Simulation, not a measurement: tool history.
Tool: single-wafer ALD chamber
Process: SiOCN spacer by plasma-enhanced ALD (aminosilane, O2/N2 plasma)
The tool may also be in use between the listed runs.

run	hour	heater temperature setpoint (K)	number of ALD cycles (cycles)	mean film thickness on the monitor wafer (nm)
1	0.0	678.15	48	2.7412
2	2.8	688.15	48	2.6245
3	6.0	688.15	54	2.9574
4	11.6	688.15	50	2.7468
5	17.3	679.15	50	2.8253
6	25.1	681.15	47	2.6539
7	33.9	683.15	45	2.5061
8	42.8	685.15	44	2.4380

Forecast run 9:
9	48.1	687.15	43	?

mean film thickness on the monitor wafer (nm): 2.3790
